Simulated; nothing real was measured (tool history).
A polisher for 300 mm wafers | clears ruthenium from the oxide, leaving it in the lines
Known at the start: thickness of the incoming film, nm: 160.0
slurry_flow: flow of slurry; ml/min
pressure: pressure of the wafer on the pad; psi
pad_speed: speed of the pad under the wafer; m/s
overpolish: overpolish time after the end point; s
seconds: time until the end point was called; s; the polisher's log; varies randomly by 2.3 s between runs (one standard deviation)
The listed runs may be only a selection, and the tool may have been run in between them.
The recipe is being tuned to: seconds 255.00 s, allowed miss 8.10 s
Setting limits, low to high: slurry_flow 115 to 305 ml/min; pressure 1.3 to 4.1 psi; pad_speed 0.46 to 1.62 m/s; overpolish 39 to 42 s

{"run": 1, "hour": 0.0, "slurry_flow": 195, "pressure": 2.7, "pad_speed": 1.04, "overpolish": 39, "seconds": 125.73}
{"run": 2, "hour": 7.6, "slurry_flow": 190, "pressure": 2.4, "pad_speed": 1.0, "overpolish": 39, "seconds": 151.78}
{"run": 3, "hour": 16.0, "slurry_flow": 190, "pressure": 2.4, "pad_speed": 0.8, "overpolish": 39, "seconds": 183.56}
{"run": 4, "hour": 17.6, "slurry_flow": 190, "pressure": 2.6, "pad_speed": 0.8, "overpolish": 39, "seconds": 170.6}
{"run": 5, "hour": 25.2, "slurry_flow": 190, "pressure": 2.3, "pad_speed": 0.8, "overpolish": 39, "seconds": 195.07}
{"run": 6, "hour": 31.8, "slurry_flow": 190, "pressure": 2.3, "pad_speed": 0.94, "overpolish": 39, "seconds": 168.17}
{"run": 7, "hour": 38.6, "slurry_flow": 185, "pressure": 2.1, "pad_speed": 0.94, "overpolish": 39, "seconds": 181.31}
{"run": 8, "hour": 44.9, "slurry_flow": 185, "pressure": 1.9, "pad_speed": 0.94, "overpolish": 39, "seconds": 199.33}
{"run": 9, "hour": 51.6, "slurry_flow": 185, "pressure": 1.8, "pad_speed": 0.94, "overpolish": 39, "seconds": 208.4}

5 candidate next runs follow, results not yet known. Just one meets every target within its allowed miss. Identify it.
{"run": "A", "hour": 58.3, "slurry_flow": 170, "pressure": 1.5, "pad_speed": 0.86, "overpolish": 39, "seconds": "?"}
{"run": "B", "hour": 58.3, "slurry_flow": 160, "pressure": 1.9, "pad_speed": 0.7, "overpolish": 42, "seconds": "?"}
{"run": "C", "hour": 58.3, "slurry_flow": 120, "pressure": 1.5, "pad_speed": 0.96, "overpolish": 39, "seconds": "?"}
{"run": "D", "hour": 58.3, "slurry_flow": 240, "pressure": 1.6, "pad_speed": 0.8, "overpolish": 39, "seconds": "?"}
{"run": "E", "hour": 58.3, "slurry_flow": 160, "pressure": 1.7, "pad_speed": 0.76, "overpolish": 42, "seconds": "?"}

move=A seconds=274.06
move=B seconds=268.04
move=C seconds=254.24
move=D seconds=268.41
move=E seconds=275.52
A: pushes the last run's worst result past its target
B: pushes the last run's worst result past its target
C: every result lands within tolerance
D: pushes the last run's worst result past its target
E: pushes the last run's worst result past its target
The right move is C.
